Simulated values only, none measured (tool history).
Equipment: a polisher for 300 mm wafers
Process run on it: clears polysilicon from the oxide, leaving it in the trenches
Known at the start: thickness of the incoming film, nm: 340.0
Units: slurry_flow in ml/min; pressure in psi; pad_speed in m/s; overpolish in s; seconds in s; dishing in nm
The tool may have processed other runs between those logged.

| run | day | slurry_flow | pressure | pad_speed | overpolish | seconds | dishing |
|---|---|---|---|---|---|---|---|
| 1 | 0.000 | 280 | 2.4 | 1.02 | 26 | 21.976 | 65.664 |
| 2 | 0.221 | 305 | 2.4 | 1.02 | 26 | 23.110 | 64.415 |
| 3 | 0.508 | 305 | 2.1 | 1.02 | 26 | 25.684 | 66.578 |
| 4 | 0.788 | 320 | 2.0 | 0.96 | 25 | 26.782 | 64.312 |
| 5 | 0.933 | 260 | 2.0 | 0.96 | 25 | 28.680 | 65.663 |
| 6 | 1.071 | 265 | 1.9 | 0.94 | 24 | 29.779 | 63.988 |
| 7 | 1.408 | 265 | 1.8 | 0.92 | 26 | 31.782 | 64.591 |

What will run 8 give?
| 8 | 1.688 | 260 | 1.7 | 0.92 | 27 | ? | ? |

Run 8 came out at seconds 33.177 s, dishing 62.114 nm.
